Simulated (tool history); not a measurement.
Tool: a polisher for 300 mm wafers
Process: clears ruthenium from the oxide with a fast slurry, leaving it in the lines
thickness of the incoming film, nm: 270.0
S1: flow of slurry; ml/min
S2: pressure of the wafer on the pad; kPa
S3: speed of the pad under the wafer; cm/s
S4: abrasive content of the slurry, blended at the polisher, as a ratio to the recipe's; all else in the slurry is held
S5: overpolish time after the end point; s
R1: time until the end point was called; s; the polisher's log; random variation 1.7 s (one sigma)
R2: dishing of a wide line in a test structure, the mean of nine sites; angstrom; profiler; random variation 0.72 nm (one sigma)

{"run": 1, "hour": 0.0, "S1": 275, "S2": 20.0, "S3": 80, "S4": 1.0, "S5": 26, "R1": 81.435, "R2": 576.94}
{"run": 2, "hour": 4.9, "S1": 275, "S2": 20.0, "S3": 80, "S4": 1.15, "S5": 26, "R1": 78.849, "R2": 610.78}
{"run": 3, "hour": 13.0, "S1": 275, "S2": 17.9, "S3": 80, "S4": 1.15, "S5": 26, "R1": 85.944, "R2": 540.19}
{"run": 4, "hour": 14.2, "S1": 275, "S2": 17.9, "S3": 80, "S4": 1.3, "S5": 26, "R1": 84.993, "R2": 570.21}
{"run": 5, "hour": 18.4, "S1": 275, "S2": 17.2, "S3": 80, "S4": 1.3, "S5": 27, "R1": 86.7, "R2": 571.4}
{"run": 6, "hour": 23.9, "S1": 275, "S2": 16.5, "S3": 80, "S4": 1.3, "S5": 28, "R1": 87.837, "R2": 566.68}
{"run": 7, "hour": 29.9, "S1": 275, "S2": 15.9, "S3": 80, "S4": 1.3, "S5": 29, "R1": 91.435, "R2": 565.95}

Run 8 comes next. What will it give?
{"run": 8, "hour": 34.8, "S1": 275, "S2": 15.9, "S3": 80, "S4": 1.3, "S5": 29, "R1": "?", "R2": "?"}

Run 8 gave R1 92.366 s, R2 564.09 angstrom.
